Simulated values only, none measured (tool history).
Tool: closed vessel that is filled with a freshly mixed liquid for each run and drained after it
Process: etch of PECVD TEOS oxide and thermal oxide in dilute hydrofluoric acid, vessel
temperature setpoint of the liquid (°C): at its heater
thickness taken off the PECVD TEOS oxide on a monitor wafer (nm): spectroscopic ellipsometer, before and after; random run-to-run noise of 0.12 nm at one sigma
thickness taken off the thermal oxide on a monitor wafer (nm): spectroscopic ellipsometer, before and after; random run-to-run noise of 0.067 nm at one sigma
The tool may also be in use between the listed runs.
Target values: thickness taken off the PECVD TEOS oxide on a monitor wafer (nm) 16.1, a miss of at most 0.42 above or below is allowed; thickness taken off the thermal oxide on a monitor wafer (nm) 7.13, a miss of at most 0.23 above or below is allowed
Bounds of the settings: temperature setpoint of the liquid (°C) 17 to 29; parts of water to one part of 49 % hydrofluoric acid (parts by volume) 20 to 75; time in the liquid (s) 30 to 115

run	hour	temperature setpoint of the liquid (°C)	parts of water to one part of 49 % hydrofluoric acid (parts by volume)	time in the liquid (s)	thickness taken off the PECVD TEOS oxide on a monitor wafer (nm)	thickness taken off the thermal oxide on a monitor wafer (nm)
1	0	21	45	60	14.056	6.3417
2	8.2	21	60	60	10.278	4.6206
3	17.2	23	60	60	11.124	4.9525
4	24	24.5	60	60	11.852	5.3169
5	26.8	24.5	55	60	13.183	5.7297
6	32.5	27.5	55	60	14.784	6.492
7	38.2	28	55	60	15.137	6.6812
8	43.9	28.5	55	60	15.193	6.7453
9	47.8	29	55	60	15.747	6.8818
10	55.2	28.5	55	60	15.235	6.7163
11	58.1	29	55	60	15.509	6.8861
12	65.5	29	55	65	16.836	7.5177
13	67.9	28.5	55	65	16.583	7.3374

Which single option among these 4 for the next run brings every result within its allowed miss of target? Just one does.
A	70.3	26.5	75	105	?	?
B	70.3	28	55	65	?	?
C	70.3	28	70	90	?	?
D	70.3	29	30	35	?	?

move	thickness taken off the PECVD TEOS oxide on a monitor wafer (nm)	thickness taken off the thermal oxide on a monitor wafer (nm)
A	17.631	7.7937
B	16.244	7.1805
C	17.295	7.6453
D	17.326	7.6589
A: further off than the last run
B: each result inside its tolerance
C: further off than the last run
D: further off than the last run
The move that meets every target is B.

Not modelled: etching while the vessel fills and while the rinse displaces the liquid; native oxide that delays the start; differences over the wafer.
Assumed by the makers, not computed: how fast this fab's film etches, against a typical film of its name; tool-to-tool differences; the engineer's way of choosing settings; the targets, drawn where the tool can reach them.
